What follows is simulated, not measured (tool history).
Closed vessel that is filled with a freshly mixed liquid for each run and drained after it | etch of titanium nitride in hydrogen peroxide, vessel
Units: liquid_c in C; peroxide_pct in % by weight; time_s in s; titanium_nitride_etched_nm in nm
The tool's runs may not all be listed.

run 1 hour=0.0 | liquid_c=45.0 peroxide_pct=22.5 time_s=1480 | titanium_nitride_etched_nm=57.432
run 2 hour=2.5 | liquid_c=45.0 peroxide_pct=22.5 time_s=1480 | titanium_nitride_etched_nm=57.337
run 3 hour=8.6 | liquid_c=39.0 peroxide_pct=22.5 time_s=1480 | titanium_nitride_etched_nm=36.296
run 4 hour=12.5 | liquid_c=39.0 peroxide_pct=22.5 time_s=1575 | titanium_nitride_etched_nm=38.630
run 5 hour=16.7 | liquid_c=42.5 peroxide_pct=22.5 time_s=1575 | titanium_nitride_etched_nm=50.388
run 6 hour=18.8 | liquid_c=42.5 peroxide_pct=22.5 time_s=1480 | titanium_nitride_etched_nm=47.251
run 7 hour=22.4 | liquid_c=45.5 peroxide_pct=22.5 time_s=1480 | titanium_nitride_etched_nm=59.679
run 8 hour=27.3 | liquid_c=47.5 peroxide_pct=22.5 time_s=1480 | titanium_nitride_etched_nm=68.958
run 9 hour=29.1 | liquid_c=49.0 peroxide_pct=22.5 time_s=1480 | titanium_nitride_etched_nm=77.294

Run 10 comes next. What will it give?
run 10 hour=36.8 | liquid_c=50.5 peroxide_pct=22.5 time_s=1480 | titanium_nitride_etched_nm=?

Run 10 gave titanium_nitride_etched_nm 85.716 nm.
